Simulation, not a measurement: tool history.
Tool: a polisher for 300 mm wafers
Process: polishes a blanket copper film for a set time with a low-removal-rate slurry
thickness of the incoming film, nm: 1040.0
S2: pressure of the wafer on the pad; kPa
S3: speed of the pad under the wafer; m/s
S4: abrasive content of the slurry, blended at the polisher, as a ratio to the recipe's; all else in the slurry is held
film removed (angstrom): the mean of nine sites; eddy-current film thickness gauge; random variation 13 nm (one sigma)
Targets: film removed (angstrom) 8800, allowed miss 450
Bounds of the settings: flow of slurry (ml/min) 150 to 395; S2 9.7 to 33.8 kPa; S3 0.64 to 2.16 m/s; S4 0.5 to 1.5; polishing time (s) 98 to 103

Run 1, day 0: flow of slurry (ml/min) 250, S2 21.4 kPa, S3 1.4 m/s, S4 1, polishing time (s) 98. Result: film removed (angstrom) 5119.4.
Run 2, day 0.075: flow of slurry (ml/min) 250, S2 24.1 kPa, S3 1.42 m/s, S4 1, polishing time (s) 98. Result: film removed (angstrom) 5691.6.
Run 3, day 0.154: flow of slurry (ml/min) 250, S2 20 kPa, S3 1.42 m/s, S4 1, polishing time (s) 98. Result: film removed (angstrom) 5076.8.
Run 4, day 0.325: flow of slurry (ml/min) 250, S2 20 kPa, S3 1.42 m/s, S4 1, polishing time (s) 103. Result: film removed (angstrom) 5183.1.
Run 5, day 0.592: flow of slurry (ml/min) 250, S2 23.4 kPa, S3 1.44 m/s, S4 1, polishing time (s) 103. Result: film removed (angstrom) 6108.7.
Run 6, day 0.929: flow of slurry (ml/min) 250, S2 23.4 kPa, S3 1.44 m/s, S4 0.85, polishing time (s) 103. Result: film removed (angstrom) 5762.
Run 7, day 1.171: flow of slurry (ml/min) 250, S2 26.2 kPa, S3 1.46 m/s, S4 0.85, polishing time (s) 103. Result: film removed (angstrom) 6472.3.
Run 8, day 1.25: flow of slurry (ml/min) 250, S2 28.3 kPa, S3 1.48 m/s, S4 0.85, polishing time (s) 103. Result: film removed (angstrom) 6892.2.
Run 9, day 1.575: flow of slurry (ml/min) 250, S2 29.6 kPa, S3 1.52 m/s, S4 0.85, polishing time (s) 103. Result: film removed (angstrom) 7476.8.
Run 10, day 1.712: flow of slurry (ml/min) 250, S2 33.8 kPa, S3 1.54 m/s, S4 0.85, polishing time (s) 103. Result: film removed (angstrom) 8212.5.

Which of these 4 next moves meets every target?
Run A, day 1.85: flow of slurry (ml/min) 155, S2 31.7 kPa, S3 1.76 m/s, S4 0.95, polishing time (s) 103. Result: film removed (angstrom) ?.
Run B, day 1.85: flow of slurry (ml/min) 210, S2 26.2 kPa, S3 1.74 m/s, S4 0.85, polishing time (s) 98. Result: film removed (angstrom) ?.
Run C, day 1.85: flow of slurry (ml/min) 215, S2 33.1 kPa, S3 1.56 m/s, S4 0.8, polishing time (s) 98. Result: film removed (angstrom) ?.
Run D, day 1.85: flow of slurry (ml/min) 220, S2 33.8 kPa, S3 1.6 m/s, S4 0.8, polishing time (s) 100. Result: film removed (angstrom) ?.

move  film removed (angstrom)
   A                   8606.8
   B                   7055.8
   C                   7563.9
   D                   8063.2
A: meets every target
B: further off than the last run
C: further off than the last run
D: further off than the last run
Move A is the one to make.

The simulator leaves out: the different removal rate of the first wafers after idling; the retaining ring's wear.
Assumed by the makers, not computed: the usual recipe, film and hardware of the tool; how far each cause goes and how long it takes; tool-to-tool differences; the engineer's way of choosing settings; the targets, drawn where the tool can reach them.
